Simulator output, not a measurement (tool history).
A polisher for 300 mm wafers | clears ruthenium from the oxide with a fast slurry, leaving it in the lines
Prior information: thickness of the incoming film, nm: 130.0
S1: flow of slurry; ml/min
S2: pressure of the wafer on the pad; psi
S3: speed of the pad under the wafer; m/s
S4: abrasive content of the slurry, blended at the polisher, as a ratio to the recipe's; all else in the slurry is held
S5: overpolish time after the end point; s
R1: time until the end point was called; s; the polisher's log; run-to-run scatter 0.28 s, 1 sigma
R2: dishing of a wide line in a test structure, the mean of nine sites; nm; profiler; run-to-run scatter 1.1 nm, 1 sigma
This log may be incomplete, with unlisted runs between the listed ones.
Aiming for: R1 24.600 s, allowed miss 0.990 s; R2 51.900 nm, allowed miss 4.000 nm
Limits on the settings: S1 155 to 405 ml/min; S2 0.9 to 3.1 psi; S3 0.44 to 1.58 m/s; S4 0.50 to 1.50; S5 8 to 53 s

run    day   S1   S2    S3    S4  S5      R1      R2
  1  0.000  260  2.0  1.00  1.00  27  41.800  38.010
  2  0.046  260  2.3  1.00  1.00  27  38.432  40.373
  3  0.354  260  2.4  1.04  1.00  27  34.431  41.240
  4  0.562  290  2.4  1.04  1.00  27  34.793  44.780
  5  0.896  295  2.5  1.06  1.00  26  32.966  40.745
  6  1.196  295  2.8  1.06  1.00  26  30.980  44.400
  7  1.371  295  2.8  1.08  1.00  26  29.490  43.412
  8  1.525  295  2.8  1.10  1.00  27  29.395  46.232
  9  1.679  295  2.8  1.12  1.00  27  28.388  45.278
 10  2.029  295  3.1  1.12  1.00  31  26.650  48.104
 11  2.379  295  3.1  1.14  1.00  32  26.117  49.087
 12  2.433  295  3.1  1.16  1.00  32  25.410  50.860

Which one of the following 5 next-run settings gets every result inside its allowed miss? There is exactly one.
  A  2.488  295  2.9  1.14  1.10  43   ?   ?
  B  2.488  335  3.1  1.02  1.05  33   ?   ?
  C  2.488  320  3.1  1.22  1.00  36   ?   ?
  D  2.488  325  3.1  1.32  1.00  42   ?   ?
  E  2.488  285  3.1  1.12  1.00  29   ?   ?

move      R1      R2
   A  26.950  51.246
   B  28.767  48.263
   C  24.757  50.583
   D  22.893  52.006
   E  27.205  47.360
A: misses by more than the last run did
B: misses by more than the last run did
C: in spec on every target
D: takes the result that was furthest off past its target
E: misses by more than the last run did
Move C is the one to make.

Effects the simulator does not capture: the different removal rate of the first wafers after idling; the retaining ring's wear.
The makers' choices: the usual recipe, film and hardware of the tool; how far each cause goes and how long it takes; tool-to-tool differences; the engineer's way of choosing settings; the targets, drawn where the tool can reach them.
